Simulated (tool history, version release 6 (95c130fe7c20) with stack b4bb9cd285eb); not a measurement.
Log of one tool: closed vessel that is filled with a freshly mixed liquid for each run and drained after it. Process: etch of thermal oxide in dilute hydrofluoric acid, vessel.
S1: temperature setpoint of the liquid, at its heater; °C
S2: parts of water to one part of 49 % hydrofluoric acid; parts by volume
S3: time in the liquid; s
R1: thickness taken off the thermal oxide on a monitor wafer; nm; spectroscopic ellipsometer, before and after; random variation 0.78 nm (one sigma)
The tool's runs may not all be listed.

run,hour,S1,S2,S3,R1
1,0,21,130,1900,62.367
2,7.5,21,130,2025,66.291
3,10.3,21,130,2025,66.409
4,19.5,21,90,2025,100.91
5,21.9,23.5,80,2025,125.8
6,23.1,25,75,2025,143.4

Run 7 comes next. What will it give?
7,32.3,26,70,2025,?

{"run 7": {"R1": 161.52}}
